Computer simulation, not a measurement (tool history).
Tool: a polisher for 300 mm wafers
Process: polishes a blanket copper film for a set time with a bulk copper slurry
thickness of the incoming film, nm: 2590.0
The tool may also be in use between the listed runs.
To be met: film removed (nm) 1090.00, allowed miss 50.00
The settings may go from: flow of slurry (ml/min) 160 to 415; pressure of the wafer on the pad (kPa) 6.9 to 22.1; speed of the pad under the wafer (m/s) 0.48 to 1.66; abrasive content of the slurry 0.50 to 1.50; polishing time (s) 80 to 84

| run | hour | flow of slurry (ml/min) | pressure of the wafer on the pad (kPa) | speed of the pad under the wafer (m/s) | abrasive content of the slurry | polishing time (s) | film removed (nm) |
|---|---|---|---|---|---|---|---|
| 1 | 0.0 | 265 | 14.5 | 1.06 | 1.00 | 80 | 636.31 |
| 2 | 2.3 | 265 | 14.5 | 1.06 | 0.85 | 80 | 601.97 |
| 3 | 4.4 | 320 | 14.5 | 1.06 | 0.85 | 80 | 622.24 |
| 4 | 13.4 | 320 | 14.5 | 1.06 | 0.85 | 84 | 650.85 |
| 5 | 19.0 | 320 | 15.9 | 1.08 | 0.85 | 84 | 698.46 |
| 6 | 20.4 | 320 | 17.2 | 1.14 | 0.85 | 84 | 824.04 |
| 7 | 22.1 | 320 | 17.2 | 1.14 | 0.85 | 84 | 813.24 |
| 8 | 30.1 | 320 | 18.6 | 1.16 | 0.85 | 84 | 875.99 |
| 9 | 32.3 | 320 | 19.3 | 1.18 | 0.85 | 84 | 888.90 |
| 10 | 35.7 | 320 | 20.0 | 1.20 | 0.85 | 84 | 960.47 |
| 11 | 38.1 | 320 | 20.7 | 1.22 | 0.85 | 84 | 979.56 |
| 12 | 45.7 | 320 | 20.7 | 1.24 | 0.85 | 84 | 1011.30 |

5 next moves are on the table. One of them brings every result within its allowed miss. Which?
| A | 53.3 | 340 | 21.4 | 1.08 | 0.95 | 80 | ? |
| B | 53.3 | 355 | 17.2 | 1.44 | 0.75 | 84 | ? |
| C | 53.3 | 320 | 20.0 | 1.24 | 0.75 | 82 | ? |
| D | 53.3 | 330 | 22.1 | 1.38 | 0.65 | 84 | ? |
| E | 53.3 | 385 | 20.7 | 1.00 | 1.20 | 80 | ? |

| move | film removed (nm) |
|---|---|
| A | 926.03 |
| B | 960.75 |
| C | 928.00 |
| D | 1084.10 |
| E | 913.53 |
A: further off than the last run
B: further off than the last run
C: further off than the last run
D: meets every target
E: further off than the last run
Answer: D
